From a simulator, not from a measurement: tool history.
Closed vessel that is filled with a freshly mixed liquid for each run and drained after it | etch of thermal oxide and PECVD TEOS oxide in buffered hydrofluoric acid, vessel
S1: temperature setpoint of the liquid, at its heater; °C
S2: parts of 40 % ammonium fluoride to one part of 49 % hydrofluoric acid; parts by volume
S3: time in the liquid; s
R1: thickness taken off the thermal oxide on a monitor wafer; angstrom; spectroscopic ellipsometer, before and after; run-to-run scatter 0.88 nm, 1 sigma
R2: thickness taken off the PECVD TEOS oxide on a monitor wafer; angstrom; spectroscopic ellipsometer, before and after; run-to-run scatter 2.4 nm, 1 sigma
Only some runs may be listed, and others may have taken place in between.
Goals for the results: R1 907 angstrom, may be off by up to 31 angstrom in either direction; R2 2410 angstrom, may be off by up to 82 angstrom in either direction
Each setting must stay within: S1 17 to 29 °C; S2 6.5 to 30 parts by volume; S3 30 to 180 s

{"run": 1, "hour": 0.0, "S1": 21, "S2": 19.5, "S3": 90, "R1": 518.89, "R2": 1376.9}
{"run": 2, "hour": 4.1, "S1": 22.5, "S2": 19, "S3": 90, "R1": 575.11, "R2": 1533.5}
{"run": 3, "hour": 12.8, "S1": 23.5, "S2": 18.5, "S3": 90, "R1": 624.95, "R2": 1672.9}
{"run": 4, "hour": 15.1, "S1": 24.5, "S2": 18, "S3": 90, "R1": 671.86, "R2": 1773.7}
{"hour": 19.6, "done": "hydrofluoric acid flow meter replaced"}
{"run": 5, "hour": 19.6, "S1": 24.5, "S2": 23.5, "S3": 90, "R1": 501.67, "R2": 1331}
{"run": 6, "hour": 24.7, "S1": 25.5, "S2": 22, "S3": 90, "R1": 564.24, "R2": 1463.5}
{"run": 7, "hour": 26.6, "S1": 26, "S2": 20.5, "S3": 90, "R1": 595.53, "R2": 1594.2}
{"run": 8, "hour": 34.1, "S1": 26.5, "S2": 19, "S3": 90, "R1": 663.81, "R2": 1748.8}
{"run": 9, "hour": 35.4, "S1": 26.5, "S2": 19, "S3": 90, "R1": 654.55, "R2": 1762.7}
{"run": 10, "hour": 38.9, "S1": 26.5, "S2": 18, "S3": 90, "R1": 707.69, "R2": 1849.9}

Which single option among these 5 for the next run brings every result within its allowed miss of target? Just one does.
{"run": "A", "hour": 42.4, "S1": 25, "S2": 16.5, "S3": 110, "R1": "?", "R2": "?"}
{"run": "B", "hour": 42.4, "S1": 28, "S2": 19.5, "S3": 110, "R1": "?", "R2": "?"}
{"run": "C", "hour": 42.4, "S1": 25.5, "S2": 18, "S3": 125, "R1": "?", "R2": "?"}
{"run": "D", "hour": 42.4, "S1": 21, "S2": 18, "S3": 85, "R1": "?", "R2": "?"}
{"run": "E", "hour": 42.4, "S1": 29, "S2": 17, "S3": 90, "R1": "?", "R2": "?"}

move=A R1=848.91 R2=2271
move=B R1=846.44 R2=2264.4
move=C R1=909.82 R2=2434
move=D R1=483.12 R2=1292.5
move=E R1=835.87 R2=2236.1
A: closes in on the targets versus the last run, not all within tolerance yet
B: closes in on the targets versus the last run, not all within tolerance yet
C: every result within its allowed miss
D: the biggest miss grows against the last run
E: closes in on the targets versus the last run, not all within tolerance yet
Correct choice: C, which meets every target
